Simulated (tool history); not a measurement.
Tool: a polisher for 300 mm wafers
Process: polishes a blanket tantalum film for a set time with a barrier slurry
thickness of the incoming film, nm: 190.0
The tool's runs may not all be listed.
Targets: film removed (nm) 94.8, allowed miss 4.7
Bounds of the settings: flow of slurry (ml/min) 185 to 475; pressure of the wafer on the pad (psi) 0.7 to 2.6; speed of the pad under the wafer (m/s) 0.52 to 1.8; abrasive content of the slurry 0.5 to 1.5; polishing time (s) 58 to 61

| run | hour | flow of slurry (ml/min) | pressure of the wafer on the pad (psi) | speed of the pad under the wafer (m/s) | abrasive content of the slurry | polishing time (s) | film removed (nm) |
|---|---|---|---|---|---|---|---|
| 1 | 0 | 305 | 1.6 | 1.16 | 1 | 58 | 72.127 |
| 2 | 0.7 | 305 | 1.7 | 1.16 | 1 | 58 | 74.389 |
| 3 | 8.5 | 305 | 1.7 | 1.16 | 0.8 | 58 | 69.516 |
| 4 | 11.8 | 305 | 1.7 | 1.16 | 0.7 | 58 | 65.582 |
| 5 | 14.3 | 305 | 1.7 | 1.16 | 0.7 | 58 | 65.914 |
| 6 | 16.6 | 305 | 1.8 | 1.16 | 0.7 | 58 | 68.105 |
| 7 | 23.6 | 305 | 2 | 1.18 | 0.7 | 58 | 75.127 |
| 8 | 27.3 | 305 | 2.1 | 1.2 | 0.7 | 58 | 77.919 |

4 next moves are on the table. One of them brings every result within its allowed miss. Which?
| A | 31 | 285 | 2.3 | 1.48 | 0.5 | 61 | ? |
| B | 31 | 265 | 2.1 | 1.28 | 0.7 | 61 | ? |
| C | 31 | 345 | 1.7 | 1.6 | 0.7 | 61 | ? |
| D | 31 | 325 | 2.1 | 1.26 | 0.7 | 60 | ? |

| move | film removed (nm) |
|---|---|
| A | 86.818 |
| B | 86.589 |
| C | 93.372 |
| D | 86.048 |
A: nearer than the last run, and not there yet
B: nearer than the last run, and not there yet
C: meets every target
D: nearer than the last run, and not there yet
The right move is C.
